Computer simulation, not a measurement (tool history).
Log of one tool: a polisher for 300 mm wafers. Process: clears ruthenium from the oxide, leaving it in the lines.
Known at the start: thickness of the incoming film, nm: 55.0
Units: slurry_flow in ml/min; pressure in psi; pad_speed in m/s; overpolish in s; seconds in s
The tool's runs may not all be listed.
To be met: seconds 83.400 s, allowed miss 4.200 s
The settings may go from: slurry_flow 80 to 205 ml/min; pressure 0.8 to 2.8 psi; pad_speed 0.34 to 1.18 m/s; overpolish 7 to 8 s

| run | day | slurry_flow | pressure | pad_speed | overpolish | seconds |
|---|---|---|---|---|---|---|
| 1 | 0.000 | 135 | 1.8 | 0.76 | 8 | 63.668 |
| 2 | 0.158 | 135 | 1.8 | 0.76 | 7 | 63.944 |
| 3 | 0.325 | 150 | 1.8 | 0.76 | 7 | 65.341 |
| 4 | 0.554 | 150 | 1.8 | 0.76 | 7 | 63.282 |
| 5 | 0.862 | 150 | 1.8 | 0.68 | 7 | 69.628 |
| 6 | 1.121 | 150 | 1.8 | 0.82 | 7 | 59.643 |
| 7 | 1.333 | 150 | 1.8 | 0.82 | 7 | 58.215 |
| 8 | 1.650 | 150 | 1.8 | 0.82 | 7 | 59.330 |
| 9 | 1.954 | 150 | 1.7 | 0.82 | 7 | 62.591 |
| 10 | 2.008 | 150 | 1.6 | 0.82 | 7 | 64.724 |
| 11 | 2.108 | 150 | 1.5 | 0.82 | 7 | 68.049 |
| 12 | 2.133 | 150 | 1.4 | 0.82 | 7 | 71.471 |

4 next moves are on the table. One of them brings every result within its allowed miss. Which?
| A | 2.158 | 175 | 1.4 | 0.70 | 7 | ? |
| B | 2.158 | 135 | 1.5 | 0.90 | 7 | ? |
| C | 2.158 | 150 | 1.5 | 0.60 | 7 | ? |
| D | 2.158 | 155 | 1.4 | 1.04 | 8 | ? |

| move | seconds |
|---|---|
| A | 83.034 |
| B | 63.752 |
| C | 93.147 |
| D | 57.332 |
A: meets every target
B: further off than the last run
C: takes the result that was furthest off past its target
D: further off than the last run
Move A is the one to make.
